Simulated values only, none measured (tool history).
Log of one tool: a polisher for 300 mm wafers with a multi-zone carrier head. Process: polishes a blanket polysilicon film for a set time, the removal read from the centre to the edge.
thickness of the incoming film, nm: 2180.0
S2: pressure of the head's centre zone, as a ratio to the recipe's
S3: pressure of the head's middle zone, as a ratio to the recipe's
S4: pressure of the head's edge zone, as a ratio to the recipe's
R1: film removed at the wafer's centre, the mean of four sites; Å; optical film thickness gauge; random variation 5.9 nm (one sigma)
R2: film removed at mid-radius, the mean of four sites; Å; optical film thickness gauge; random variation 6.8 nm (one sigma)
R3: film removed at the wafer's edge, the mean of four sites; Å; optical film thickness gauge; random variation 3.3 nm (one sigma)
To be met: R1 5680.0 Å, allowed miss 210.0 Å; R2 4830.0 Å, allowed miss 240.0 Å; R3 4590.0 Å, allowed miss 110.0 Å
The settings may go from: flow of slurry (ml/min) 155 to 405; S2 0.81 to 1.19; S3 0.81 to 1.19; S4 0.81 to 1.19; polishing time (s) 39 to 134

run 1 hour=0.0 | flow_of_slurry_(ml/min)=260 S2=1.00 S3=1.00 S4=1.00 polishing_time_(s)=86 | R1=6725.6 R2=6485.4 R3=6462.5
run 2 hour=8.5 | flow_of_slurry_(ml/min)=260 S2=1.00 S3=0.97 S4=1.00 polishing_time_(s)=86 | R1=6515.7 R2=6312.2 R3=6421.9
run 3 hour=15.1 | flow_of_slurry_(ml/min)=260 S2=1.00 S3=1.04 S4=1.00 polishing_time_(s)=86 | R1=6524.4 R2=6577.0 R3=6409.4
run 4 hour=22.3 | flow_of_slurry_(ml/min)=260 S2=1.00 S3=1.04 S4=1.00 polishing_time_(s)=67 | R1=5206.3 R2=5261.8 R3=5060.3
run 5 hour=28.4 | flow_of_slurry_(ml/min)=260 S2=1.00 S3=1.04 S4=1.00 polishing_time_(s)=76 | R1=5883.4 R2=5914.3 R3=5686.2
run 6 hour=29.9 | flow_of_slurry_(ml/min)=260 S2=0.96 S3=1.04 S4=1.00 polishing_time_(s)=76 | R1=5608.4 R2=5742.9 R3=5704.1
run 7 hour=31.2 | flow_of_slurry_(ml/min)=255 S2=0.99 S3=1.00 S4=0.97 polishing_time_(s)=74 | R1=5685.2 R2=5524.9 R3=5437.1
run 8 hour=36.8 | flow_of_slurry_(ml/min)=250 S2=1.00 S3=0.98 S4=0.94 polishing_time_(s)=73 | R1=5636.5 R2=5468.4 R3=5294.7
run 9 hour=44.8 | flow_of_slurry_(ml/min)=245 S2=1.02 S3=0.96 S4=0.92 polishing_time_(s)=72 | R1=5622.3 R2=5216.3 R3=5165.1
run 10 hour=50.6 | flow_of_slurry_(ml/min)=240 S2=1.04 S3=0.96 S4=0.90 polishing_time_(s)=71 | R1=5660.7 R2=5183.6 R3=5051.6
run 11 hour=58.5 | flow_of_slurry_(ml/min)=235 S2=1.05 S3=0.95 S4=0.88 polishing_time_(s)=70 | R1=5483.7 R2=4942.6 R3=4866.7

Which of these 5 next moves meets every target?
run A hour=66.4 | flow_of_slurry_(ml/min)=170 S2=1.18 S3=0.86 S4=0.90 polishing_time_(s)=68 | R1=? R2=? R3=?
run B hour=66.4 | flow_of_slurry_(ml/min)=240 S2=1.10 S3=1.00 S4=0.91 polishing_time_(s)=69 | R1=? R2=? R3=?
run C hour=66.4 | flow_of_slurry_(ml/min)=310 S2=1.11 S3=0.97 S4=0.85 polishing_time_(s)=65 | R1=? R2=? R3=?
run D hour=66.4 | flow_of_slurry_(ml/min)=230 S2=0.97 S3=0.92 S4=0.81 polishing_time_(s)=71 | R1=? R2=? R3=?
run E hour=66.4 | flow_of_slurry_(ml/min)=290 S2=1.02 S3=1.13 S4=0.82 polishing_time_(s)=67 | R1=? R2=? R3=?

move=A R1=5781.3 R2=4133.4 R3=4650.2
move=B R1=5820.3 R2=5029.9 R3=4932.3
move=C R1=5713.5 R2=4755.7 R3=4607.8
move=D R1=5239.9 R2=4802.5 R3=4801.5
move=E R1=5373.9 R2=5546.1 R3=4640.3
A: brings the result that was furthest off to its target, and leaves another outside
B: further off than the last run
C: meets every target
D: nearer than the last run, and not there yet
E: brings the result that was furthest off to its target, and leaves another outside
Answer: C

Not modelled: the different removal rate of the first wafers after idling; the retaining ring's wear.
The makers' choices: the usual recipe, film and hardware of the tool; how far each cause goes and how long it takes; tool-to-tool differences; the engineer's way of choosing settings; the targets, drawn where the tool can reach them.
